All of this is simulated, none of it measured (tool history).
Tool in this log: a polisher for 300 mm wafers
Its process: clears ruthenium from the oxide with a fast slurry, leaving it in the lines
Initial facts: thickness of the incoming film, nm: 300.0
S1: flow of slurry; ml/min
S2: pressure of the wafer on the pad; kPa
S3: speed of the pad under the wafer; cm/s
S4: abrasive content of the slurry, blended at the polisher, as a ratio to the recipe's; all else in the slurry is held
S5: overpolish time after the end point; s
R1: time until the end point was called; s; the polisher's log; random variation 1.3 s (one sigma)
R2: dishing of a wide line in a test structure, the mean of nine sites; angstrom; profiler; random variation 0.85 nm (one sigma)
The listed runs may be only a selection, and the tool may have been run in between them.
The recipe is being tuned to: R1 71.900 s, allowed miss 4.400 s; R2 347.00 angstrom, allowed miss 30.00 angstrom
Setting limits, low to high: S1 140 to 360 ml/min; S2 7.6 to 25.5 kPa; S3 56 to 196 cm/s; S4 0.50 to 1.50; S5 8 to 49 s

run 1 hour=0.0 | S1=230 S2=16.5 S3=126 S4=1.00 S5=25 | R1=81.825 R2=726.92
run 2 hour=3.0 | S1=230 S2=16.5 S3=126 S4=1.00 S5=17 | R1=83.465 R2=480.44
run 3 hour=4.9 | S1=230 S2=16.5 S3=126 S4=1.00 S5=9 | R1=84.464 R2=282.19
run 4 hour=8.4 | S1=230 S2=16.5 S3=126 S4=0.85 S5=9 | R1=90.841 R2=246.49
run 5 hour=13.9 | S1=230 S2=17.2 S3=126 S4=0.85 S5=9 | R1=87.691 R2=263.07
run 6 hour=18.2 | S1=230 S2=17.2 S3=148 S4=0.85 S5=9 | R1=77.187 R2=314.81
run 7 hour=21.8 | S1=230 S2=17.9 S3=148 S4=0.85 S5=9 | R1=74.319 R2=312.42
run 8 hour=29.2 | S1=230 S2=18.6 S3=150 S4=0.85 S5=12 | R1=71.153 R2=404.49
run 9 hour=32.6 | S1=230 S2=18.6 S3=150 S4=0.85 S5=12 | R1=69.441 R2=424.17

Consider the 4 candidate settings below. Which is the only one whose results all fall within their allowed miss of target?
run A hour=36.0 | S1=255 S2=17.9 S3=140 S4=0.95 S5=10 | R1=? R2=?
run B hour=36.0 | S1=225 S2=20.7 S3=148 S4=0.85 S5=11 | R1=? R2=?
run C hour=36.0 | S1=210 S2=17.2 S3=128 S4=0.95 S5=11 | R1=? R2=?
run D hour=36.0 | S1=250 S2=17.2 S3=152 S4=0.80 S5=17 | R1=? R2=?

move=A R1=72.362 R2=355.73
move=B R1=65.340 R2=425.52
move=C R1=83.005 R2=342.30
move=D R1=78.625 R2=531.04
A: in spec on every target
B: about as far from the targets as the last run
C: corrects the largest miss of the last run, while another result sits out of spec
D: further off than the last run
A is the move that brings every result within its allowed miss.
